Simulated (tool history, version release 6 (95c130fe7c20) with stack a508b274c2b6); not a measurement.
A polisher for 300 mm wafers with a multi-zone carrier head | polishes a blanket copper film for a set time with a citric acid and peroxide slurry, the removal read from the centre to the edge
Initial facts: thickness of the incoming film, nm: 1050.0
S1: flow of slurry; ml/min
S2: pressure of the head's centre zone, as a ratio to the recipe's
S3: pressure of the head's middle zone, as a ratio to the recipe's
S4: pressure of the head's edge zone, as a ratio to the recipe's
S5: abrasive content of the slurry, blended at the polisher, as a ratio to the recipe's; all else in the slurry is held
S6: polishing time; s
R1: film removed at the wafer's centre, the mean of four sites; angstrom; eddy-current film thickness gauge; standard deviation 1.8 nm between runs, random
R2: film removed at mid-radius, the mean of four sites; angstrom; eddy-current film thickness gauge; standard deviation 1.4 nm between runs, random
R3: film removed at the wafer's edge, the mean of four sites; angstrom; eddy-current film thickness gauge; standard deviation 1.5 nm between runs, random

| run | day | S1 | S2 | S3 | S4 | S5 | S6 | R1 | R2 | R3 |
|---|---|---|---|---|---|---|---|---|---|---|
| 1 | 0.000 | 265 | 1.00 | 1.00 | 1.00 | 1.00 | 45 | 837.72 | 870.37 | 887.14 |
| 2 | 0.262 | 265 | 1.02 | 1.00 | 1.02 | 1.10 | 47 | 923.84 | 912.96 | 924.79 |
| 3 | 0.412 | 265 | 1.02 | 0.99 | 1.03 | 1.15 | 50 | 1003.40 | 990.08 | 1004.80 |
| 4 | 0.621 | 265 | 1.02 | 0.97 | 1.05 | 1.20 | 51 | 1027.70 | 984.17 | 1055.40 |
| 5 | 0.675 | 265 | 1.02 | 0.97 | 1.05 | 1.20 | 44 | 901.60 | 864.70 | 904.59 |
| 6 | 0.967 | 265 | 1.02 | 0.93 | 1.05 | 1.20 | 44 | 859.67 | 851.56 | 893.43 |

For run 7, what comes out?
| 7 | 1.158 | 265 | 1.02 | 0.94 | 1.07 | 1.25 | 46 | ? | ? | ? |

R1: 946.88 angstrom
R2: 889.37 angstrom
R3: 972.27 angstrom

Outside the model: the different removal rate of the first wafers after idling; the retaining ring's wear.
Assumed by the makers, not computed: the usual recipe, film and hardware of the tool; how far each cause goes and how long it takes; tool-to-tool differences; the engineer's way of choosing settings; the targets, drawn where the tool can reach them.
